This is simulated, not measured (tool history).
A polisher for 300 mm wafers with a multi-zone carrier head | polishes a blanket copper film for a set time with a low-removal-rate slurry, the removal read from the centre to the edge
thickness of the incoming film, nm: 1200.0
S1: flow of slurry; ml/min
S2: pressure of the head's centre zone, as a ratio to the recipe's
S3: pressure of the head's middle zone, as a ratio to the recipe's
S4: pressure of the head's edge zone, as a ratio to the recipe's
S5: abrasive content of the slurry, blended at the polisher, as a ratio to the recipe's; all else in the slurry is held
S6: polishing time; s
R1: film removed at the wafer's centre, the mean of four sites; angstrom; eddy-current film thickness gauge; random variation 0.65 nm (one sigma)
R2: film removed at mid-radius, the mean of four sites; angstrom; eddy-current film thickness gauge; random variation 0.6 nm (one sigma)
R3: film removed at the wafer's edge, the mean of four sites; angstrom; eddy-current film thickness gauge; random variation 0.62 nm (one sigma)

run  hour   S1    S2    S3    S4    S5  S6      R1      R2      R3
  1     0  275     1     1     1     1  76  1005.1  1043.4  1034.6
  2   2.7  260  0.98     1  0.97  0.85  65  851.94  870.75  858.38
  3   8.2  260  1.01     1  0.97  0.85  65   836.6  880.09   834.1
  4  13.2  260  1.01     1  0.97  0.85  48  622.64  635.04  631.54
  5    20  260  1.01     1  0.92  0.85  48     633   638.6  604.14
  6  23.8  260  1.01     1  0.92  0.85  57  748.18  749.81  705.76
  7  29.8  240  0.98  1.01  0.92   0.8  51  641.59  684.96  641.48

The next listed run, before its measurement:
  8  34.2  250  0.92  0.98  0.87  0.55  34   ?   ?   ?

R1: 381.92 angstrom
R2: 427.09 angstrom
R3: 402.81 angstrom
